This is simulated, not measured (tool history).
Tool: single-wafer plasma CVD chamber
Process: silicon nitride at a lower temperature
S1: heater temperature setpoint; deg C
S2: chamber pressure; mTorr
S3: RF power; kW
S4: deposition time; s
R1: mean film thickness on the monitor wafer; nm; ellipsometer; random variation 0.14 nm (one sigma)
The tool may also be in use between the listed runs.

| run | day | S1 | S2 | S3 | S4 | R1 |
|---|---|---|---|---|---|---|
| 1 | 0.000 | 350 | 1560 | 0.345 | 19.5 | 27.862 |
| 2 | 0.162 | 350 | 1440 | 0.340 | 19.5 | 26.985 |
| 3 | 0.325 | 350 | 1340 | 0.335 | 19.5 | 26.452 |
| 4 | 0.650 | 350 | 1340 | 0.335 | 20.1 | 27.375 |
| 5 | 0.817 | 350 | 1270 | 0.325 | 20.1 | 25.946 |
| 6 | 1.129 | 350 | 1210 | 0.325 | 20.1 | 25.980 |
| 7 | 1.475 | 350 | 1160 | 0.320 | 20.1 | 25.438 |

The next listed run, before its measurement:
| 8 | 1.546 | 350 | 1120 | 0.320 | 20.1 | ? |

Run 8 gave R1 25.514 nm.
